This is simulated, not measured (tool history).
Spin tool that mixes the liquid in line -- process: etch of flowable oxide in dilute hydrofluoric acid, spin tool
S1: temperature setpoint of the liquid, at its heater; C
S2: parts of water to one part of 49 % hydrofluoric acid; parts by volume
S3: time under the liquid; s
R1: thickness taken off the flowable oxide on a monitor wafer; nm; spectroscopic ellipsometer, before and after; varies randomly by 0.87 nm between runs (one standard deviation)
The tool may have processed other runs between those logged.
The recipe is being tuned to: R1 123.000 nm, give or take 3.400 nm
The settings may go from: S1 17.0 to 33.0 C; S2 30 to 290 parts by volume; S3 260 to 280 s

run  hour    S1   S2   S3       R1
  1   0.0  25.0  160  260   86.140
  2   4.7  26.5  160  260   91.103
  3   5.4  26.5  160  260   89.824
  4   8.1  27.5  155  260   98.303
  5  12.1  27.5  180  260   82.717
  6  16.0  29.0  180  260   87.220
  7  22.4  29.5  175  260   90.186
     30.6  -- thermometer replaced
  8  30.6  30.0  170  260   91.015
  9  33.8  33.0  130  260  141.190

Exactly one of the 4 candidate moves below puts every result within its allowed miss. Which one?
  A  37.0  33.0  150  280   ?
  B  37.0  32.0  120  260   ?
  C  37.0  31.5  140  260   ?
  D  37.0  33.0  140  260   ?

move       R1
   A  127.580
   B  149.120
   C  122.070
   D  128.730
A: moves toward the targets from the last run without getting all of them in spec
B: misses by more than the last run did
C: hits every target within its allowed miss
D: moves toward the targets from the last run without getting all of them in spec
The move that meets every target is C.
